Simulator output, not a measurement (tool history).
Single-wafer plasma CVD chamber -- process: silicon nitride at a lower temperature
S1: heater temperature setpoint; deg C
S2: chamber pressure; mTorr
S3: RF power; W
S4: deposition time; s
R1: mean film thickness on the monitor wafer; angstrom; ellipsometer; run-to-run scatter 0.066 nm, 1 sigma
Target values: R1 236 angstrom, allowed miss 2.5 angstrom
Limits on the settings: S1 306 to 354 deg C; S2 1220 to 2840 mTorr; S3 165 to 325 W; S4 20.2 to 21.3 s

run  hour   S1    S2   S3    S4      R1
  1     0  330  2030  245  21.3  213.79
  2   6.9  330  2210  245  21.3  219.21
  3   7.9  330  2210  245  21.3  218.89
  4   9.9  330  2210  265  21.3  232.64
  5  11.1  330  2240  265  21.3   232.6
  6  15.3  330  2240  300  21.3  253.79
  7  23.3  330  2110  300  21.3  248.08
  8  23.8  330  2030  300  21.3  246.25

Which of these 5 next moves meets every target?
  A  24.3  326  1870  310  20.8   ?
  B  24.3  331  2070  295  20.4   ?
  C  24.3  328  2200  280  20.5   ?
  D  24.3  321  2120  285  21.1   ?
  E  24.3  331  2150  305  21.3   ?

move      R1
   A  242.52
   B  235.75
   C  232.48
   D  240.58
   E   254.1
A: gains on the last run, yet a result remains outside its allowed miss
B: hits every target within its allowed miss
C: the result that was furthest off in the last run now lies on the other side of its target
D: gains on the last run, yet a result remains outside its allowed miss
E: lands further from the targets than the last run did
The move that meets every target is B.

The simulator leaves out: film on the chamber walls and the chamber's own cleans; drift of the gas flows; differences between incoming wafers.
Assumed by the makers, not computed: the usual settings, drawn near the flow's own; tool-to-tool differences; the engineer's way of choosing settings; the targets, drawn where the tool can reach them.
